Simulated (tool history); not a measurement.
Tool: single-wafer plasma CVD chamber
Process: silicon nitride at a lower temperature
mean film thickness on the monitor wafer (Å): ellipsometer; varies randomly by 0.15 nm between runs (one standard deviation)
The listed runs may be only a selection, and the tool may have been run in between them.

run	hour	heater temperature setpoint (deg C)	chamber pressure (Pa)	RF power (W)	deposition time (s)	mean film thickness on the monitor wafer (Å)
1	0	365	223	305	29.4	318.29
2	4.7	365	223	305	30.4	326.48
3	9.3	365	197	305	30.4	317.49
4	13.8	365	197	330	30.4	339.65
5	18.4	365	197	330	29.4	332.71
6	21.9	365	192	325	29.4	324.95
7	28.5	365	188	320	29.4	315.74
8	35.3	365	183	315	29.4	309.1
9	37.2	365	177	315	29.4	304.63
10	44.3	365	173	315	29.4	306.46
11	46.8	365	169	310	29.4	304.64

Run 12, settings as shown, results not yet in. Your forecast:
12	49.5	365	167	305	29.4	?

mean film thickness on the monitor wafer (Å): 298.96
